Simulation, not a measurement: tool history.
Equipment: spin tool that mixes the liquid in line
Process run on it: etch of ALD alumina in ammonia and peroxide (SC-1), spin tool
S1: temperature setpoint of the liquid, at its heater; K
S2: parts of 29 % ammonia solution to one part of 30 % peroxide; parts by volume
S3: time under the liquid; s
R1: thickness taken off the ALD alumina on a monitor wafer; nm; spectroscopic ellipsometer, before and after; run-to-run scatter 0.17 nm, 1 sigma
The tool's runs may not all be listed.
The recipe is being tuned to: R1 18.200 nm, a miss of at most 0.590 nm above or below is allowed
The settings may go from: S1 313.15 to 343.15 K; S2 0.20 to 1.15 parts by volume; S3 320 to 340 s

run,hour,S1,S2,S3,R1
1,0.0,329.15,0.65,320,28.776
2,9.0,327.15,0.65,320,26.361
3,14.3,325.15,0.65,320,22.915
4,18.4,330.65,0.65,320,31.162
5,19.6,330.65,0.50,320,31.031
6,24.8,328.15,0.50,320,26.975
7,33.1,326.15,0.50,320,23.773
8,37.2,325.15,0.50,320,22.671
9,39.7,324.15,0.50,320,21.843
10,47.4,324.15,0.50,320,21.533
11,49.0,324.15,0.50,320,21.552
12,54.6,323.15,0.50,320,20.618
13,62.4,322.65,0.50,320,19.987
14,62.9,322.15,0.50,320,19.116

Exactly one of the 5 candidate moves below puts every result within its allowed miss. Which one?
A,63.4,319.65,0.65,320,?
B,63.4,322.65,0.50,335,?
C,63.4,323.15,0.40,320,?
D,63.4,321.15,0.45,340,?
E,63.4,321.65,0.40,320,?

move,R1
A,17.206
B,20.768
C,19.964
D,19.201
E,18.375
A: moves the result that the last run missed by most past its target, out the other side
B: moves away from the targets compared with the last run
C: moves away from the targets compared with the last run
D: moves away from the targets compared with the last run
E: every result within its allowed miss
E meets every target.
